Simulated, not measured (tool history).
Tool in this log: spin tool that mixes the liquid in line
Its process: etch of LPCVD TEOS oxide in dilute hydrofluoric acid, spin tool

run  hour  temperature setpoint of the liquid (K)  parts of water to one part of 49 % hydrofluoric acid (parts by volume)  time under the liquid (s)  thickness taken off the LPCVD TEOS oxide on a monitor wafer (Å)
  1     0                                  295.15                                                                      65                         40                                                           98.705
  2   6.7                                  298.15                                                                      65                         40                                                           110.05
  3    14                                  299.15                                                                      55                         40                                                           136.81
  4  21.5                                  299.15                                                                      55                         35                                                           120.57
  5  29.7                                  300.15                                                                      45                         35                                                           154.84
  6  30.9                                  300.15                                                                      55                         35                                                           125.87
  7  32.3                                  300.15                                                                      55                         35                                                           124.64
  8  37.3                                  300.65                                                                      45                         35                                                            157.2

Estimate the outcome of run 9 from the log above:
  9  45.9                                  301.15                                                                      40                         35                                                                ?

For run 9 the tool returned thickness taken off the LPCVD TEOS oxide on a monitor wafer (Å) 183.65.
